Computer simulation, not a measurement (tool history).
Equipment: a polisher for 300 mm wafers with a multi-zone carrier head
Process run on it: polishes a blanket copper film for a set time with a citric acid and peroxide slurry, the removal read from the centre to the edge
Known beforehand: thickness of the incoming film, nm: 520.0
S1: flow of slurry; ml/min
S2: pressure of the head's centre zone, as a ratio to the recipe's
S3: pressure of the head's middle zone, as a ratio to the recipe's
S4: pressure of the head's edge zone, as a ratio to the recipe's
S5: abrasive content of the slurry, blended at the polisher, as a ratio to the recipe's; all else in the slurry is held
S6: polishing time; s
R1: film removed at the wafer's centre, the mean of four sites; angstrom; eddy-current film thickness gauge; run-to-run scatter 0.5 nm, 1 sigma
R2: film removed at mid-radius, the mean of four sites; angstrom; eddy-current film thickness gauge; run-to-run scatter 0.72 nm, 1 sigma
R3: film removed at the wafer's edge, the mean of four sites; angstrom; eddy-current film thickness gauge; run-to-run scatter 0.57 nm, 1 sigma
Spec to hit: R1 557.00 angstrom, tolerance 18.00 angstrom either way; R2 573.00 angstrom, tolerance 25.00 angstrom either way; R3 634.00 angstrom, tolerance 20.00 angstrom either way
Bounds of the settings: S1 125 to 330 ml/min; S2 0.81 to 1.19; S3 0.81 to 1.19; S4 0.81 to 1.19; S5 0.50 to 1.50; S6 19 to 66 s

run 1 hour=0.0 | S1=210 S2=1.00 S3=1.00 S4=1.00 S5=1.00 S6=42 | R1=964.92 R2=947.79 R3=948.91
run 2 hour=4.9 | S1=210 S2=1.00 S3=1.00 S4=1.00 S5=0.85 S6=42 | R1=932.83 R2=906.12 R3=902.29
run 3 hour=8.0 | S1=210 S2=1.00 S3=1.00 S4=1.04 S5=0.85 S6=42 | R1=927.07 R2=912.78 R3=925.43
run 4 hour=13.3 | S1=205 S2=0.98 S3=0.99 S4=1.03 S5=0.80 S6=41 | R1=873.06 R2=867.19 R3=880.96
run 5 hour=15.3 | S1=200 S2=0.96 S3=0.98 S4=1.02 S5=0.75 S6=40 | R1=814.63 R2=846.68 R3=844.03
run 6 hour=20.6 | S1=200 S2=0.96 S3=0.96 S4=1.02 S5=0.70 S6=39 | R1=779.29 R2=791.95 R3=812.05
run 7 hour=23.2 | S1=195 S2=0.95 S3=0.95 S4=1.01 S5=0.70 S6=38 | R1=737.13 R2=756.75 R3=766.59
run 8 hour=29.6 | S1=190 S2=0.94 S3=0.93 S4=1.01 S5=0.70 S6=38 | R1=723.41 R2=736.50 R3=792.33
run 9 hour=31.8 | S1=190 S2=0.93 S3=0.92 S4=1.00 S5=0.70 S6=38 | R1=741.36 R2=726.61 R3=764.24

Pick the move, out of 5, that brings all results within their allowed miss; only one does.
run A hour=34.0 | S1=195 S2=0.91 S3=0.96 S4=1.05 S5=0.70 S6=48 | R1=? R2=? R3=?
run B hour=34.0 | S1=125 S2=0.90 S3=0.88 S4=0.97 S5=0.85 S6=32 | R1=? R2=? R3=?
run C hour=34.0 | S1=185 S2=0.84 S3=0.88 S4=1.09 S5=0.55 S6=35 | R1=? R2=? R3=?
run D hour=34.0 | S1=185 S2=0.90 S3=0.81 S4=1.05 S5=0.90 S6=44 | R1=? R2=? R3=?
run E hour=34.0 | S1=225 S2=1.02 S3=1.03 S4=1.13 S5=0.65 S6=30 | R1=? R2=? R3=?

move=A R1=912.87 R2=953.27 R3=1016.20
move=B R1=567.59 R2=564.85 R3=641.08
move=C R1=568.33 R2=599.57 R3=702.34
move=D R1=874.96 R2=804.57 R3=991.34
move=E R1=643.00 R2=632.79 R3=655.81
A: misses by more than the last run did
B: meets every target
C: puts the biggest miss on target and leaves a different result outside tolerance
D: misses by more than the last run did
E: better than the last run, though not everything is in spec
Correct choice: B, which meets every target

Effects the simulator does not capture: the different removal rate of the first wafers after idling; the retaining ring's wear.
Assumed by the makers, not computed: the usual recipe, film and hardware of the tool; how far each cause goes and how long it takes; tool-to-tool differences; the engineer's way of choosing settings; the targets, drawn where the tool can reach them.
